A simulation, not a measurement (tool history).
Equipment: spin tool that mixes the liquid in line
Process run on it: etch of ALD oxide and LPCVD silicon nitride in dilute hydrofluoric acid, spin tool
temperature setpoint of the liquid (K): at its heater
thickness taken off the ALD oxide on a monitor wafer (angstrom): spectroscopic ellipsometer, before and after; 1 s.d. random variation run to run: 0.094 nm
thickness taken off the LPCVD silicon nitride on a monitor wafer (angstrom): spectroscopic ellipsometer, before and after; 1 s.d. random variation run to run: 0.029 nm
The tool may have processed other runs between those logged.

run,hour,temperature setpoint of the liquid (K),parts of water to one part of 49 % hydrofluoric acid (parts by volume),time under the liquid (s),thickness taken off the ALD oxide on a monitor wafer (angstrom),thickness taken off the LPCVD silicon nitride on a monitor wafer (angstrom)
1,0.0,298.15,160,180,167.94,6.0286
2,3.9,296.15,170,180,145.58,4.6550
3,9.9,296.15,125,180,204.40,6.5798
4,11.5,295.65,150,180,164.87,5.3291
5,13.0,294.65,160,180,145.95,4.7196
6,22.0,297.65,160,180,162.97,5.6276
7,25.3,296.15,170,180,144.46,4.2494
8,32.2,296.15,175,175,133.55,5.4656
9,32.7,294.65,175,175,126.71,4.0913
10,36.0,294.15,180,175,120.80,3.7395

Predict the results of run 11:
11,39.1,294.15,185,175,?,?

Run 11 came out at thickness taken off the ALD oxide on a monitor wafer (angstrom) 115.83, thickness taken off the LPCVD silicon nitride on a monitor wafer (angstrom) 3.7831.

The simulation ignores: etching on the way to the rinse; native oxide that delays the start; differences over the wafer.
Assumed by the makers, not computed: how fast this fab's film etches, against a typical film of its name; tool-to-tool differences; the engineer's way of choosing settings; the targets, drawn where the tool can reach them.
